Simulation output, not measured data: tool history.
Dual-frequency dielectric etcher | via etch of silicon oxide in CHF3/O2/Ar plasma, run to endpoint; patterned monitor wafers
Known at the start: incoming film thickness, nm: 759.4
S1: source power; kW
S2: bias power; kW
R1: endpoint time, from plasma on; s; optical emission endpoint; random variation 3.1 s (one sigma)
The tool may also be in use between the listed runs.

{"run": 1, "hour": 0.0, "S1": 0.62, "S2": 0.141, "R1": 438.9}
{"run": 2, "hour": 1.3, "S1": 0.62, "S2": 0.166, "R1": 424.24}
{"run": 3, "hour": 4.1, "S1": 0.69, "S2": 0.166, "R1": 406.26}
{"run": 4, "hour": 5.1, "S1": 0.78, "S2": 0.166, "R1": 393.11}
{"run": 5, "hour": 8.1, "S1": 0.72, "S2": 0.159, "R1": 409.96}
{"run": 6, "hour": 12.8, "S1": 0.72, "S2": 0.175, "R1": 395.92}
{"run": 7, "hour": 18.6, "S1": 0.66, "S2": 0.168, "R1": 411.13}
{"run": 8, "hour": 21.9, "S1": 0.61, "S2": 0.162, "R1": 429.94}
{"run": 9, "hour": 30.8, "S1": 0.58, "S2": 0.159, "R1": 438.81}
{"run": 10, "hour": 39.0, "S1": 0.58, "S2": 0.159, "R1": 436.14}
{"run": 11, "hour": 45.9, "S1": 0.55, "S2": 0.156, "R1": 442.34}
{"run": 12, "hour": 51.3, "S1": 0.52, "S2": 0.153, "R1": 461.52}

Forecast run 13:
{"hour": 58.7, "done": "wet clean of the chamber"}
{"run": 13, "hour": 58.7, "S1": 0.52, "S2": 0.153, "R1": "?"}

{"run 13": {"R1": 446.37}}
